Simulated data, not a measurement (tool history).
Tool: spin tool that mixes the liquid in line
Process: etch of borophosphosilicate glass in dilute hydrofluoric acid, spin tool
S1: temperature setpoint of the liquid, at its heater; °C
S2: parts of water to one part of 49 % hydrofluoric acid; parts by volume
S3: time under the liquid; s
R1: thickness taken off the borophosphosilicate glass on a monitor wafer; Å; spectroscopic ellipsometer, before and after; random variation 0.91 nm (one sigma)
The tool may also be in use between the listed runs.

run  hour    S1   S2  S3      R1
  1     0    21  125  90   567.7
  2   5.2    21  125  95   605.6
  3   9.1    23  120  95  692.32
  4    17  20.5  120  95  630.45
  5    18    23  115  95  729.88
  6  26.9    23   70  95  1262.9
  7  34.4    23   70  95  1251.3

Run 8 comes next. What will it give?
  8  40.6  21.5  75  95   ?

R1: 1097.8 Å

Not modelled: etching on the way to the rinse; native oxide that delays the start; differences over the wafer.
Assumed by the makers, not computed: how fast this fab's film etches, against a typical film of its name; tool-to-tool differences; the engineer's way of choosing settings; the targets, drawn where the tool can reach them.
